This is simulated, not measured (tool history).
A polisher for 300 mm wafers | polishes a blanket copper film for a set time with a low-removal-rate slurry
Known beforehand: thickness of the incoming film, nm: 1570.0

run  hour  flow of slurry (ml/min)  pressure of the wafer on the pad (kPa)  speed of the pad under the wafer (m/s)  abrasive content of the slurry  polishing time (s)  film removed (angstrom)
  1   0.0                      130                                    20.7                                    1.32                             1.0                  34                  1616.70
  2   2.4                      125                                    19.3                                    1.32                             1.0                  34                  1534.10
  3   9.9                      125                                    19.3                                    1.32                             1.1                  34                  1554.10
  4  15.3                      125                                    17.9                                    1.30                             1.1                  34                  1443.10
  5  17.7                      125                                    17.2                                    1.28                             1.1                  34                  1368.10
  6  26.3                      125                                    16.5                                    1.28                             1.1                  34                  1309.60
  7  34.3                       95                                    11.0                                    1.26                             1.1                  34                   834.45
  8  39.3                       95                                    11.0                                    1.26                             1.1                  34                   823.52

What does the tool deliver on the next run?
  9  41.8                      105                                    11.0                                    1.26                             1.1                  34                        ?

film removed (angstrom): 844.37
